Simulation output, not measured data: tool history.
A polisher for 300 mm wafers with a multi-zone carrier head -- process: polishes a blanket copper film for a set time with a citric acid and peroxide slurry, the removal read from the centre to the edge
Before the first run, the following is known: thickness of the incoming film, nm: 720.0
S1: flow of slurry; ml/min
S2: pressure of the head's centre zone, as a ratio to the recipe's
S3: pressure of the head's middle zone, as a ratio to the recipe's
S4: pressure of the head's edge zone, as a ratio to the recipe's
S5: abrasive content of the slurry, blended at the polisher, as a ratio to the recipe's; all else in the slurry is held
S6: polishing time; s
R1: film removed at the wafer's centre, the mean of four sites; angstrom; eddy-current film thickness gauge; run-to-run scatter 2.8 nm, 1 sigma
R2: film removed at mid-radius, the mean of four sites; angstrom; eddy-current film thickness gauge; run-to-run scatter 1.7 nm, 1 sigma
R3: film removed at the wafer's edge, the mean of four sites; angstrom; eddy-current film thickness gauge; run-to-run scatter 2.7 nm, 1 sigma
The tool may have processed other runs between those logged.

Run 1, hour 0.0: S1 160 ml/min, S2 1.00, S3 1.00, S4 1.00, S5 1.00, S6 40 s. Result: R1 1515.0 angstrom, R2 1532.4 angstrom, R3 1523.6 angstrom.
Run 2, hour 8.4: S1 160 ml/min, S2 1.00, S3 1.00, S4 0.93, S5 1.00, S6 40 s. Result: R1 1532.5 angstrom, R2 1548.1 angstrom, R3 1461.7 angstrom.
Run 3, hour 10.8: S1 160 ml/min, S2 0.94, S3 1.00, S4 0.93, S5 1.00, S6 40 s. Result: R1 1398.2 angstrom, R2 1554.4 angstrom, R3 1488.7 angstrom.
Run 4, hour 18.2: S1 160 ml/min, S2 0.94, S3 1.00, S4 0.93, S5 1.00, S6 44 s. Result: R1 1572.8 angstrom, R2 1693.0 angstrom, R3 1555.1 angstrom.
Run 5, hour 19.3: S1 175 ml/min, S2 0.97, S3 1.03, S4 0.95, S5 1.05, S6 44 s. Result: R1 1665.8 angstrom, R2 1790.1 angstrom, R3 1653.8 angstrom.
Run 6, hour 28.0: S1 185 ml/min, S2 1.00, S3 1.05, S4 0.95, S5 1.10, S6 44 s. Result: R1 1780.3 angstrom, R2 1851.6 angstrom, R3 1715.6 angstrom.

For run 7, what comes out?
Run 7, hour 33.1: S1 195 ml/min, S2 1.02, S3 1.07, S4 0.95, S5 1.10, S6 44 s. Result: R1 ?, R2 ?, R3 ?.

R1: 1826.9 angstrom
R2: 1907.1 angstrom
R3: 1679.6 angstrom
